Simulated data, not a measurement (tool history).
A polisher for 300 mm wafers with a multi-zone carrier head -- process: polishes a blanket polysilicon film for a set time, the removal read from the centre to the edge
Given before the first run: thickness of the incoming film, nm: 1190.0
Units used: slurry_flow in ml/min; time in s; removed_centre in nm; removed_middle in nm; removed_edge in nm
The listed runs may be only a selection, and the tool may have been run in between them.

run,day,slurry_flow,centre_zone,middle_zone,edge_zone,time,removed_centre,removed_middle,removed_edge
1,0.000,125,1.00,1.00,1.00,32,380.17,392.33,392.11
2,0.321,150,1.00,1.00,1.00,32,412.59,407.77,406.03
3,0.362,155,0.97,1.03,1.04,34,420.97,436.75,436.18
4,0.417,185,0.97,1.03,1.04,34,433.99,455.78,450.70
5,0.683,185,0.97,1.07,1.04,34,432.09,469.71,454.35
6,1.029,185,0.97,1.07,1.10,34,433.42,467.85,465.62
7,1.262,185,0.96,1.09,1.12,35,440.67,488.36,478.57

Run 8 has not been measured yet. What should we expect?
8,1.604,185,0.95,1.10,1.13,36,?,?,?

removed_centre: 445.25 nm
removed_middle: 513.72 nm
removed_edge: 492.06 nm
